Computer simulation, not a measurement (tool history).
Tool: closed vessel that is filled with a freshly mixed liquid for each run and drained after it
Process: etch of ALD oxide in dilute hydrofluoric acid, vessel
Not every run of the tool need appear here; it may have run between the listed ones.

run	hour	temperature setpoint of the liquid (K)	parts of water to one part of 49 % hydrofluoric acid (parts by volume)	time in the liquid (s)	thickness taken off the ALD oxide on a monitor wafer (nm)
1	0.0	295.15	85	30	4.9213
2	6.2	295.15	100	30	4.1349
3	8.0	295.15	100	30	4.0049
4	12.4	296.65	95	30	4.5944
5	16.7	296.65	75	30	5.9797
6	24.7	296.65	75	30	5.9179

What does the tool deliver on the next run?
# hour 27.9: hydrofluoric acid flow meter replaced
7	27.9	300.65	70	30	?

Run 7 yielded thickness taken off the ALD oxide on a monitor wafer (nm) 7.0104.
